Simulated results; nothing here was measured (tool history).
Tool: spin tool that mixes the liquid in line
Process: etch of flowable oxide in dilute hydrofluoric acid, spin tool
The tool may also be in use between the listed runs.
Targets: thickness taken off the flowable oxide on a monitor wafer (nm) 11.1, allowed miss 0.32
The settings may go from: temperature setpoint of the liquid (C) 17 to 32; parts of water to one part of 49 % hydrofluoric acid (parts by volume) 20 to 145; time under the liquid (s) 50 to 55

run	hour	temperature setpoint of the liquid (C)	parts of water to one part of 49 % hydrofluoric acid (parts by volume)	time under the liquid (s)	thickness taken off the flowable oxide on a monitor wafer (nm)
1	0	24	80	50	15.439
2	3.4	24	80	55	16.538
3	11.3	22	80	55	15.462
4	17.1	20.5	80	55	14.515
5	25	19.5	85	55	13.192
6	31.4	19.5	75	55	15.229
7	32.7	19	80	55	13.793
8	38.3	18.5	85	55	12.691
9	45.8	18.5	85	55	12.655
10	47.4	18	85	55	12.279
11	53.1	17.5	85	55	12.127

5 next moves are on the table. One of them brings every result within its allowed miss. Which?
A	58.8	19.5	100	55	?
B	58.8	18	80	50	?
C	58.8	17	75	50	?
D	58.8	17.5	90	50	?
E	58.8	17	90	50	?

move	thickness taken off the flowable oxide on a monitor wafer (nm)
A	10.982
B	11.982
C	12.315
D	10.315
E	10.099
A: meets every target
B: nearer than the last run, and not there yet
C: further off than the last run
D: takes the result that was furthest off past its target
E: takes the result that was furthest off past its target
Answer: A
